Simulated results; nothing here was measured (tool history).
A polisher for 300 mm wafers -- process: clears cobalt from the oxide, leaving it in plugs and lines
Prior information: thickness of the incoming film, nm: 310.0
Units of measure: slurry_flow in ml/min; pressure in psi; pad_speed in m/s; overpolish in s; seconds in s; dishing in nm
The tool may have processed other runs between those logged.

run 1 hour=0.0 | slurry_flow=220 pressure=1.5 pad_speed=1.00 overpolish=23 | seconds=96.125 dishing=33.923
run 2 hour=3.8 | slurry_flow=220 pressure=1.4 pad_speed=1.00 overpolish=25 | seconds=106.960 dishing=34.153
run 3 hour=8.8 | slurry_flow=220 pressure=1.3 pad_speed=1.00 overpolish=26 | seconds=113.960 dishing=34.375
run 4 hour=13.6 | slurry_flow=190 pressure=1.3 pad_speed=1.00 overpolish=26 | seconds=115.150 dishing=33.473
run 5 hour=20.9 | slurry_flow=190 pressure=1.3 pad_speed=1.00 overpolish=27 | seconds=112.430 dishing=33.625
run 6 hour=23.8 | slurry_flow=190 pressure=1.0 pad_speed=1.00 overpolish=27 | seconds=148.930 dishing=30.272
run 7 hour=26.3 | slurry_flow=195 pressure=1.0 pad_speed=1.00 overpolish=28 | seconds=145.870 dishing=31.010
-- hour=33.5 worn pad replaced by a new one
run 8 hour=33.5 | slurry_flow=215 pressure=1.2 pad_speed=1.00 overpolish=33 | seconds=110.170 dishing=36.849
run 9 hour=35.5 | slurry_flow=205 pressure=1.2 pad_speed=1.00 overpolish=33 | seconds=113.730 dishing=36.265

Predict the results of run 10:
run 10 hour=36.5 | slurry_flow=200 pressure=1.2 pad_speed=1.00 overpolish=33 | seconds=? dishing=?

{"run 10": {"seconds": 112.27, "dishing": 36.767}}

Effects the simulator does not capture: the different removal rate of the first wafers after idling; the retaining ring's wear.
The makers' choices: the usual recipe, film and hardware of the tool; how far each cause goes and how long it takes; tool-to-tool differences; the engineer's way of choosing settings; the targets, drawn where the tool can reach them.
